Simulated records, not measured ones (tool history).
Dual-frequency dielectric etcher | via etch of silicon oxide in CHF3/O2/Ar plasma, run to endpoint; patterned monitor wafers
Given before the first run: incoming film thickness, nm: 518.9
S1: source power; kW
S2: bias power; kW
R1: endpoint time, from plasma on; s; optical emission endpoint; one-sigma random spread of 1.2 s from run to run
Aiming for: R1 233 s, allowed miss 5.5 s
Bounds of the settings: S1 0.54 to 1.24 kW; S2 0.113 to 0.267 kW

run  hour    S1     S2      R1
  1     0  0.89   0.19   267.8
  2   8.1  0.79   0.19  280.03
  3  13.7  0.85  0.194  264.56
  4  18.5  0.85   0.21  262.95
  5  26.5  0.89  0.213  257.73
  6  32.2  0.93  0.216  250.13
  7  32.8  0.95  0.217  248.36
  8    39  0.97  0.219  247.32
  9  40.2  0.99  0.221  243.83
 10    48  1.01  0.222  241.47
 11  52.5  1.01  0.222  241.91
 12  53.6  1.02  0.223  240.79
 13  54.2  1.03  0.224  236.05

Next run, 5 choices. One meets every target within its allowed miss, the rest don't. Which?
  A  54.8  0.94  0.223   ?
  B  54.8  1.03  0.241   ?
  C  54.8  1.02  0.216   ?
  D  54.8  1.03  0.215   ?
  E  54.8  1.14  0.245   ?

move      R1
   A  249.65
   B   235.7
   C  243.56
   D  242.89
   E   225.3
A: moves away from the targets compared with the last run
B: in spec on every target
C: moves away from the targets compared with the last run
D: moves away from the targets compared with the last run
E: the result that was furthest off in the last run now lies on the other side of its target
The move that meets every target is B.
